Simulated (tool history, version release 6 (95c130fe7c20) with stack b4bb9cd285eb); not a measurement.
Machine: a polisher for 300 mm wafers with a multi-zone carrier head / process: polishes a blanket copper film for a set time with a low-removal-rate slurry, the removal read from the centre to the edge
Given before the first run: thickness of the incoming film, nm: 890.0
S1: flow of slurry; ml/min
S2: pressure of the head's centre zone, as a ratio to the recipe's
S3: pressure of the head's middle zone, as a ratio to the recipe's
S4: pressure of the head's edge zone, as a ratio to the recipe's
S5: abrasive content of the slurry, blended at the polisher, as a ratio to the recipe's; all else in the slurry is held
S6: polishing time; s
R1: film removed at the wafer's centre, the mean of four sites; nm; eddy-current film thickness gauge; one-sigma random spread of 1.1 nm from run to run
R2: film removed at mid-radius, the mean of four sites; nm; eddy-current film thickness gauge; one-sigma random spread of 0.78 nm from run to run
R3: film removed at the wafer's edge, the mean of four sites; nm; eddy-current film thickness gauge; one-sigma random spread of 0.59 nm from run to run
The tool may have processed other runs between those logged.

run	hour	S1	S2	S3	S4	S5	S6	R1	R2	R3
1	0.0	245	1.00	1.00	1.00	1.00	84	177.380	175.870	179.420
2	1.0	270	1.00	1.00	1.00	1.00	84	180.170	178.500	181.520
3	6.1	270	0.93	1.00	1.00	1.00	84	171.440	176.830	181.880
4	6.7	295	0.93	1.00	1.00	1.00	84	172.990	178.310	179.850
5	9.6	295	0.93	0.96	1.00	1.00	84	172.310	177.230	181.460
6	16.1	295	0.98	0.96	1.00	1.00	84	177.280	172.880	181.610
7	19.0	255	0.94	0.92	1.00	0.85	71	137.030	137.590	147.910
8	25.3	240	0.92	0.89	1.01	0.75	62	117.140	115.620	125.490
# hour 33.7: slurry nozzle cleaned
9	33.7	220	0.89	0.87	1.04	0.70	57	101.870	104.560	116.640
10	36.1	205	0.88	0.85	1.05	0.65	53	89.262	92.152	106.860
11	38.3	190	0.88	0.84	1.04	0.60	52	87.670	88.281	102.550
12	44.0	180	0.87	0.83	1.03	0.55	51	82.240	82.913	96.659
13	48.6	170	0.86	0.82	1.02	0.55	51	82.909	81.318	96.162
14	54.6	170	0.86	0.82	1.02	0.55	51	79.213	80.452	94.743

Run 15 has not been measured yet. What should we expect?
15	61.0	170	0.86	0.82	1.02	0.55	51	?	?	?

{"run 15": {"R1": 81.763, "R2": 82.202, "R3": 95.069}}

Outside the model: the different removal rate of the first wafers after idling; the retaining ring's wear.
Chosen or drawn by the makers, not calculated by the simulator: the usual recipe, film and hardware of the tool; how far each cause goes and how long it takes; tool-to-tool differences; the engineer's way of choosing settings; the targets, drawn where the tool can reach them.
